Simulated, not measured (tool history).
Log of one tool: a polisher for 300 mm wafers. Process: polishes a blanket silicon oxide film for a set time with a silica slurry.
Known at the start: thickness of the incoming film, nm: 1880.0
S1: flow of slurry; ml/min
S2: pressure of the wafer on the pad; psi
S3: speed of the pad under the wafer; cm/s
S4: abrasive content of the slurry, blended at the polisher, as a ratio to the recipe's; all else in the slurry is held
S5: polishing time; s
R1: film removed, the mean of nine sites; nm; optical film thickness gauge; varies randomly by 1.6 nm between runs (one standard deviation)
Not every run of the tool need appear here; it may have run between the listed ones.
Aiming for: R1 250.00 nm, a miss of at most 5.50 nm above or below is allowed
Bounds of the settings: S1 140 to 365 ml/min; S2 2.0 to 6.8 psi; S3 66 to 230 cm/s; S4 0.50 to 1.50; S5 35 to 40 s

run 1 day=0.000 | S1=235 S2=4.4 S3=146 S4=1.00 S5=40 | R1=152.04
run 2 day=0.338 | S1=235 S2=4.4 S3=146 S4=1.00 S5=35 | R1=133.69
run 3 day=0.696 | S1=235 S2=4.4 S3=146 S4=1.10 S5=35 | R1=139.57
run 4 day=0.758 | S1=235 S2=5.1 S3=146 S4=1.10 S5=35 | R1=159.16
run 5 day=0.812 | S1=235 S2=5.1 S3=146 S4=0.90 S5=35 | R1=145.27
run 6 day=1.075 | S1=235 S2=5.1 S3=146 S4=1.10 S5=35 | R1=159.78
run 7 day=1.217 | S1=240 S2=5.5 S3=150 S4=1.10 S5=35 | R1=179.54
run 8 day=1.488 | S1=255 S2=5.8 S3=150 S4=1.10 S5=35 | R1=189.43
run 9 day=1.733 | S1=260 S2=6.0 S3=152 S4=1.10 S5=35 | R1=195.61

4 candidate next runs follow, results not yet known. Just one meets every target within its allowed miss. Identify it.
run A day=1.979 | S1=265 S2=6.4 S3=176 S4=1.10 S5=39 | R1=?
run B day=1.979 | S1=250 S2=6.4 S3=166 S4=1.10 S5=39 | R1=?
run C day=1.979 | S1=255 S2=6.6 S3=176 S4=1.15 S5=38 | R1=?
run D day=1.979 | S1=265 S2=6.1 S3=160 S4=1.05 S5=40 | R1=?

move=A R1=266.36
move=B R1=252.53
move=C R1=271.72
move=D R1=236.41
A: the result that was furthest off in the last run now lies on the other side of its target
B: in spec on every target
C: the result that was furthest off in the last run now lies on the other side of its target
D: gains on the last run, yet a result remains outside its allowed miss
The right move is B.
